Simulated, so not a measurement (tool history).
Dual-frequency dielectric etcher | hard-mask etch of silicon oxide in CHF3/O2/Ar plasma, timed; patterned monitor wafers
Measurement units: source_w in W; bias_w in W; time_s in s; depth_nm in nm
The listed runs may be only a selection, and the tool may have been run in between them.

run  hour  source_w  bias_w  time_s  depth_nm
  1     0       840     231      34    85.918
  2   5.1       740     231      34    83.444
  3   7.9       720     228      34    82.219
  4   9.3       840     228      34    85.496
  5  11.5       810     225      34    84.965
  6    19       730     225      34    82.507
  7    24       710     222      34    82.089

What does the tool deliver on the next run?
  8  30.2       690     218      34         ?

depth_nm: 79.721 nm
